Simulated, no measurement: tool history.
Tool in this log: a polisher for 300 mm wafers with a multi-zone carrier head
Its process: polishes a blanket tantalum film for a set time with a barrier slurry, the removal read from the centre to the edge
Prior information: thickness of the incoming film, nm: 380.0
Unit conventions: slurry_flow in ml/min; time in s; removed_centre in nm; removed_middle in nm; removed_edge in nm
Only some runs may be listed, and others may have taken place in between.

| run | hour | slurry_flow | centre_zone | middle_zone | edge_zone | slurry_solids | time | removed_centre | removed_middle | removed_edge |
|---|---|---|---|---|---|---|---|---|---|---|
| 1 | 0 | 170 | 1 | 1 | 1 | 1 | 74 | 82.49 | 81.7 | 82.68 |
| 2 | 6 | 175 | 1.01 | 0.99 | 1.02 | 1.05 | 74 | 84.209 | 83.061 | 84.758 |
| 3 | 10 | 180 | 1.02 | 0.98 | 1.04 | 1.1 | 74 | 84.386 | 82.471 | 86.796 |
| 4 | 11.6 | 185 | 1.04 | 0.97 | 1.05 | 1.15 | 74 | 93.951 | 83.343 | 88.514 |
| 5 | 16.4 | 185 | 1.04 | 0.97 | 1.05 | 1.15 | 64 | 77.91 | 73.377 | 77.733 |
| 6 | 24.3 | 185 | 1.09 | 0.97 | 1.05 | 1.15 | 64 | 83.672 | 72.284 | 76.927 |
| 7 | 29.4 | 185 | 1.09 | 0.97 | 1.05 | 1.15 | 64 | 80.908 | 73.139 | 77.49 |
| 8 | 32.8 | 190 | 1.09 | 0.97 | 1.06 | 1.2 | 65 | 86.568 | 75.752 | 80.471 |
| 9 | 34.1 | 210 | 1.01 | 0.92 | 1.16 | 1.45 | 72 | 92.696 | 84.621 | 97.083 |
| 10 | 40.5 | 215 | 1.02 | 0.92 | 1.16 | 1.45 | 72 | 93.042 | 84.514 | 97.033 |
| 11 | 49.3 | 215 | 1.03 | 0.92 | 1.16 | 1.45 | 72 | 94.535 | 84.027 | 98.169 |
| 12 | 53.6 | 220 | 1.04 | 0.92 | 1.16 | 1.45 | 72 | 93.566 | 84.386 | 97.95 |

What does the tool deliver on the next run?
| 13 | 60.3 | 220 | 1.05 | 0.92 | 1.16 | 1.45 | 72 | ? | ? | ? |

removed_centre: 96.115 nm
removed_middle: 85.002 nm
removed_edge: 98.076 nm
